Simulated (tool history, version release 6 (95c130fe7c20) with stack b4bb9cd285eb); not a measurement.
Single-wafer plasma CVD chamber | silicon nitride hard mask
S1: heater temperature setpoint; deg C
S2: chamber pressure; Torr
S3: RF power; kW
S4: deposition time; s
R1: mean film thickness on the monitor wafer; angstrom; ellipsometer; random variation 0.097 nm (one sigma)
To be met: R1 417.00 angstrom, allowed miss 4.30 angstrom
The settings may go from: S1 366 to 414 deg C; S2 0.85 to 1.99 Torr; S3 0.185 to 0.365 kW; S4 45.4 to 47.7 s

run    day   S1    S2     S3    S4      R1
  1  0.000  390  1.42  0.275  47.7  486.91
  2  0.362  383  1.42  0.275  47.7  486.83
  3  0.483  383  1.42  0.275  47.7  488.87
  4  0.592  392  1.42  0.275  47.7  484.62
  5  0.908  387  1.42  0.275  47.7  486.85
  6  1.158  387  1.57  0.275  47.7  505.69
  7  1.250  387  1.50  0.275  47.7  496.75
  8  1.508  387  1.43  0.275  47.7  486.55
  9  1.596  387  1.43  0.275  47.7  487.20
 10  1.962  387  1.37  0.275  47.7  480.50
 11  2.088  387  1.32  0.275  47.7  474.05
 12  2.125  387  1.27  0.275  47.7  469.17
 13  2.425  387  0.99  0.260  47.6  405.75
 14  2.712  387  1.00  0.260  47.6  406.66
 15  2.800  387  1.01  0.260  47.6  409.74
 16  2.858  387  1.02  0.260  47.6  410.91

5 next moves are on the table. One of them brings every result within its allowed miss. Which?
  A  2.917  388  1.06  0.265  45.9   ?
  B  2.917  386  1.09  0.260  46.8   ?
  C  2.917  383  0.85  0.295  46.9   ?
  D  2.917  387  1.03  0.260  46.9   ?
  E  2.917  398  1.09  0.250  47.7   ?

move      R1
   A  408.10
   B  415.41
   C  406.64
   D  406.54
   E  409.67
A: further off than the last run
B: meets every target
C: further off than the last run
D: further off than the last run
E: further off than the last run
Answer: B

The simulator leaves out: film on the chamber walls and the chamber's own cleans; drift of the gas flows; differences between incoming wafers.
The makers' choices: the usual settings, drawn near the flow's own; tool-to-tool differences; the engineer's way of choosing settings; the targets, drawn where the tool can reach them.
